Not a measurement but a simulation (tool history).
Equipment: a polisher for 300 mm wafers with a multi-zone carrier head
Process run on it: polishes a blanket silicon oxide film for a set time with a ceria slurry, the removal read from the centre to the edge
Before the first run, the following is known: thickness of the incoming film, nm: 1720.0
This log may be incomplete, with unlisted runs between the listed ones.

run	day	flow of slurry (ml/min)	pressure of the head's centre zone	pressure of the head's middle zone	pressure of the head's edge zone	polishing time (s)	film removed at the wafer's centre (angstrom)	film removed at mid-radius (angstrom)	film removed at the wafer's edge (angstrom)
1	0.000	290	1.00	1.00	1.00	83	2647.4	2781.1	2718.0
2	0.088	300	1.00	1.04	1.05	87	2811.2	3048.8	2918.0
3	0.108	270	1.00	1.04	1.05	87	2849.3	2925.6	2937.5
4	0.188	290	0.99	1.06	1.08	90	2870.4	3248.6	3078.4
5	0.283	290	0.94	1.06	1.08	90	2780.9	3182.4	3053.5
6	0.338	300	0.96	1.07	1.11	92	2842.6	3344.1	3187.8
7	0.712	305	0.98	1.08	1.13	93	2900.4	3288.2	3240.9

What will run 8 give?
8	1.004	305	0.99	1.10	1.13	95	?	?	?

For run 8 the tool returned film removed at the wafer's centre (angstrom) 3031.3, film removed at mid-radius (angstrom) 3553.5, film removed at the wafer's edge (angstrom) 3298.7.
